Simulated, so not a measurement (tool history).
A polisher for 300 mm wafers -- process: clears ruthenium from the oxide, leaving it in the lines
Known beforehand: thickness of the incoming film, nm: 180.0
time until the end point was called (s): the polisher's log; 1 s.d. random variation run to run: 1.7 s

run,day,flow of slurry (ml/min),pressure of the wafer on the pad (psi),speed of the pad under the wafer (m/s),overpolish time after the end point (s),time until the end point was called (s)
1,0.000,260,2.3,1.10,37,116.32
2,0.062,260,2.2,1.10,37,120.50
3,0.142,260,2.2,1.30,37,103.50
4,0.458,260,2.1,1.30,37,107.13
5,0.654,260,2.1,1.30,37,106.99
6,0.908,215,2.1,1.30,37,112.51

Run 7 comes next. What will it give?
7,0.933,185,1.5,1.28,37,?

For run 7 the tool returned time until the end point was called (s) 156.16.
